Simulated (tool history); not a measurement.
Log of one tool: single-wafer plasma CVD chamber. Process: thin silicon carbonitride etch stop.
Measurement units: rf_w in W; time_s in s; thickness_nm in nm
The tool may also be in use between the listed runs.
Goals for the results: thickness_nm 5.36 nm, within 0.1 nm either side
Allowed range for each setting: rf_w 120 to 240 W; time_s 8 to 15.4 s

Run 1, hour 0: rf_w 180 W, time_s 11.7 s. Result: thickness_nm 7.1857 nm.
Run 2, hour 7.4: rf_w 180 W, time_s 10.3 s. Result: thickness_nm 6.2743 nm.
Run 3, hour 10.2: rf_w 170 W, time_s 10.1 s. Result: thickness_nm 6.057 nm.
Run 4, hour 13.9: rf_w 160 W, time_s 10 s. Result: thickness_nm 5.9011 nm.
Run 5, hour 22.2: rf_w 160 W, time_s 11 s. Result: thickness_nm 6.4991 nm.
Run 6, hour 23.4: rf_w 155 W, time_s 10.7 s. Result: thickness_nm 6.2368 nm.
Run 7, hour 29.1: rf_w 155 W, time_s 10.7 s. Result: thickness_nm 6.2476 nm.
Run 8, hour 35: rf_w 150 W, time_s 10.4 s. Result: thickness_nm 6.0632 nm.
Run 9, hour 37.2: rf_w 150 W, time_s 10.4 s. Result: thickness_nm 5.9902 nm.
Run 10, hour 41.9: rf_w 145 W, time_s 10.2 s. Result: thickness_nm 5.8633 nm.
Run 11, hour 46.3: rf_w 140 W, time_s 10.1 s. Result: thickness_nm 5.7807 nm.
Run 12, hour 47.2: rf_w 135 W, time_s 10 s. Result: thickness_nm 5.5995 nm.
Run 13, hour 48.3: rf_w 130 W, time_s 10 s. Result: thickness_nm 5.6038 nm.
Run 14, hour 53.9: rf_w 130 W, time_s 9.9 s. Result: thickness_nm 5.4732 nm.
Run 15, hour 54.9: rf_w 125 W, time_s 9.9 s. Result: thickness_nm 5.4366 nm.

Exactly one of the 5 candidate moves below puts every result within its allowed miss. Which one?
Run A, hour 55.9: rf_w 130 W, time_s 10.2 s. Result: thickness_nm ?.
Run B, hour 55.9: rf_w 130 W, time_s 10.1 s. Result: thickness_nm ?.
Run C, hour 55.9: rf_w 135 W, time_s 9.5 s. Result: thickness_nm ?.
Run D, hour 55.9: rf_w 125 W, time_s 10.1 s. Result: thickness_nm ?.
Run E, hour 55.9: rf_w 135 W, time_s 10 s. Result: thickness_nm ?.

move  thickness_nm
   A        5.7031
   B        5.6472
   C        5.3645
   D        5.5898
   E        5.6468
A: lands further from the targets than the last run did
B: lands further from the targets than the last run did
C: every result lands within tolerance
D: lands further from the targets than the last run did
E: lands further from the targets than the last run did
The right move is C.
